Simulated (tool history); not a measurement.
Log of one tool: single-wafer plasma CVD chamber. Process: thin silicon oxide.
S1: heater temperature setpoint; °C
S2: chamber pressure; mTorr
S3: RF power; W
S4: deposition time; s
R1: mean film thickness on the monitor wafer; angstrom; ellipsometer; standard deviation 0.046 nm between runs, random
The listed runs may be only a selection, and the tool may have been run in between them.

run 1 hour=0 | S1=400 S2=958 S3=335 S4=5.25 | R1=121.93
run 2 hour=9 | S1=405 S2=958 S3=335 S4=5.25 | R1=121.47
run 3 hour=15 | S1=405 S2=930 S3=335 S4=5.25 | R1=118.77
run 4 hour=22.7 | S1=405 S2=909 S3=335 S4=5.25 | R1=114.92
run 5 hour=25.5 | S1=406 S2=903 S3=335 S4=5.25 | R1=114.53
run 6 hour=28.7 | S1=406 S2=1023 S3=335 S4=5.25 | R1=128.05
run 7 hour=37.3 | S1=407 S2=981 S3=335 S4=5.25 | R1=123.83

Forecast run 8:
run 8 hour=45.2 | S1=407 S2=950 S3=335 S4=5.25 | R1=?

Run 8 measured R1 121.16 angstrom.
